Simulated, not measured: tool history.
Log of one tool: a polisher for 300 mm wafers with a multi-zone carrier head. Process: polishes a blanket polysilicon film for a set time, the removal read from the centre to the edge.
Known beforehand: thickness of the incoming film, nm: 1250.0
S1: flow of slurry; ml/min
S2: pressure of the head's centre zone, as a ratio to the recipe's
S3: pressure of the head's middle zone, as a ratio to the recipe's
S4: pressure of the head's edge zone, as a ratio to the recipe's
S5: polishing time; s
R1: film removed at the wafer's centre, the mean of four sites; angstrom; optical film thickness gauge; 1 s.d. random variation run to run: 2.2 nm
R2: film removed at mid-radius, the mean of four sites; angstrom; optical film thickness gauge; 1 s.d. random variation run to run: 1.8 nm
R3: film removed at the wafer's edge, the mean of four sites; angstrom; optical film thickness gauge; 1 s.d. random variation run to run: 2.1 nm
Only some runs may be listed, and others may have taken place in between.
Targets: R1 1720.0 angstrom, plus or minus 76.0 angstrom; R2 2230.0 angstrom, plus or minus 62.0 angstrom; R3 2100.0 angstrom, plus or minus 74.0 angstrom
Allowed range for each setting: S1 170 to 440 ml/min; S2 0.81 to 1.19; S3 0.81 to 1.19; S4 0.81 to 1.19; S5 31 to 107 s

run	day	S1	S2	S3	S4	S5	R1	R2	R3
1	0.000	280	1.00	1.00	1.00	69	3541.0	3486.2	3560.0
2	0.233	270	0.96	1.01	0.99	61	3022.0	3141.4	3150.6
3	0.529	260	0.93	1.02	0.99	55	2598.7	2890.3	2886.6
4	0.762	260	0.93	1.08	0.99	55	2663.0	2974.6	2750.9
5	0.929	255	0.90	1.07	0.98	51	2365.8	2762.6	2643.6
6	1.083	250	0.88	1.07	0.97	48	2104.4	2564.0	2422.3
7	1.254	245	0.87	1.06	0.94	48	2119.3	2568.8	2398.2
8	1.483	225	0.81	1.06	0.96	37	1483.8	1942.4	1853.1

Which single option among these 5 for the next run brings every result within its allowed miss of target? Just one does.
A	1.712	265	0.92	1.18	0.93	39	?	?	?
B	1.712	270	1.02	1.17	0.85	35	?	?	?
C	1.712	225	0.81	1.02	0.98	32	?	?	?
D	1.712	200	0.83	1.08	0.99	42	?	?	?
E	1.712	265	1.03	0.96	1.17	31	?	?	?

move	R1	R2	R3
A	1839.3	2296.0	1928.2
B	1836.1	2049.1	1677.7
C	1293.7	1627.8	1591.1
D	1705.0	2201.0	2066.0
E	1635.8	1529.4	1685.4
A: takes the biggest miss from the last run beyond its target
B: moves away from the targets compared with the last run
C: moves away from the targets compared with the last run
D: in spec on every target
E: moves away from the targets compared with the last run
Move D is the one to make.
